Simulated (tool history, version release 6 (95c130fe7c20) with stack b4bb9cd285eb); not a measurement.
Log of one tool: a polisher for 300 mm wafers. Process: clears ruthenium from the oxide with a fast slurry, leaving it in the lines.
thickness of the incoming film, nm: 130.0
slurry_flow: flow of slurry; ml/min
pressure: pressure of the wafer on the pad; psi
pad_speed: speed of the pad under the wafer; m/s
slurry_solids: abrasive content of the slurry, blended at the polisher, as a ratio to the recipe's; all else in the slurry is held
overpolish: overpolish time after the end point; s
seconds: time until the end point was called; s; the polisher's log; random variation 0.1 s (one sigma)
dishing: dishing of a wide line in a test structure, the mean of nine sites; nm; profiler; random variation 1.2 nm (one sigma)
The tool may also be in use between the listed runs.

run	hour	slurry_flow	pressure	pad_speed	slurry_solids	overpolish	seconds	dishing
1	0.0	230	3.2	1.22	1.0	18	24.561	53.548
2	8.0	230	3.2	1.22	1.2	18	22.086	57.088
3	11.4	230	3.5	1.24	1.2	18	19.864	61.023
4	12.6	230	3.5	1.04	1.2	18	23.701	56.448
5	19.4	260	3.5	1.04	1.2	18	23.255	56.705
6	22.5	260	3.5	0.78	1.2	18	31.231	47.008
7	25.6	275	4.4	1.12	1.2	17	17.247	63.401
8	27.7	275	4.5	1.16	1.2	17	16.596	64.984
9	30.7	275	4.6	1.20	1.2	17	15.641	65.946
10	38.2	275	4.7	1.24	1.2	17	14.862	68.801
11	41.1	275	4.8	1.28	1.2	17	13.954	69.301
# hour 43.8: slurry nozzle cleaned
12	43.8	275	4.8	1.30	1.2	17	12.811	71.167
13	46.3	275	4.8	1.30	1.2	18	12.850	72.038

The next listed run, before its measurement:
14	47.3	275	4.8	1.30	1.2	19	?	?

seconds: 12.766 s
dishing: 72.402 nm

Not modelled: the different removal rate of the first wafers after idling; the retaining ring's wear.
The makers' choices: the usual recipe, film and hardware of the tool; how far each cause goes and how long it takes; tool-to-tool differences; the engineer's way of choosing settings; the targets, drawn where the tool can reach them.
